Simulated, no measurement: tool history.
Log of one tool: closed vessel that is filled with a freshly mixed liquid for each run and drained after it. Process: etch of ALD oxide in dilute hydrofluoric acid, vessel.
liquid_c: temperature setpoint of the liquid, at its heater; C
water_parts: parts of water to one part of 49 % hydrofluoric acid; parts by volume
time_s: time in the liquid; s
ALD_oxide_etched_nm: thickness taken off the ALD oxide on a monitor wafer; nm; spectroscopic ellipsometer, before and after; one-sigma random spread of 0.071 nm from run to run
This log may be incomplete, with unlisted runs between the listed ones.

Run 1, day 0.000: liquid_c 25.0 C, water_parts 200 parts by volume, time_s 50 s. Result: ALD_oxide_etched_nm 6.3469 nm.
Run 2, day 0.158: liquid_c 27.0 C, water_parts 195 parts by volume, time_s 50 s. Result: ALD_oxide_etched_nm 6.9573 nm.
Run 3, day 0.204: liquid_c 27.0 C, water_parts 125 parts by volume, time_s 50 s. Result: ALD_oxide_etched_nm 11.8780 nm.
Run 4, day 0.417: liquid_c 25.0 C, water_parts 125 parts by volume, time_s 50 s. Result: ALD_oxide_etched_nm 10.9390 nm.
Run 5, day 0.508: liquid_c 25.0 C, water_parts 55 parts by volume, time_s 50 s. Result: ALD_oxide_etched_nm 27.3420 nm.
Run 6, day 0.767: liquid_c 25.0 C, water_parts 55 parts by volume, time_s 40 s. Result: ALD_oxide_etched_nm 21.9370 nm.
Run 7, day 0.900: liquid_c 24.0 C, water_parts 75 parts by volume, time_s 40 s. Result: ALD_oxide_etched_nm 14.9660 nm.

Run 8 is up next; what results do you expect?
Run 8, day 0.979: liquid_c 22.5 C, water_parts 75 parts by volume, time_s 40 s. Result: ALD_oxide_etched_nm ?.

{"run 8": {"ALD_oxide_etched_nm": 14.276}}

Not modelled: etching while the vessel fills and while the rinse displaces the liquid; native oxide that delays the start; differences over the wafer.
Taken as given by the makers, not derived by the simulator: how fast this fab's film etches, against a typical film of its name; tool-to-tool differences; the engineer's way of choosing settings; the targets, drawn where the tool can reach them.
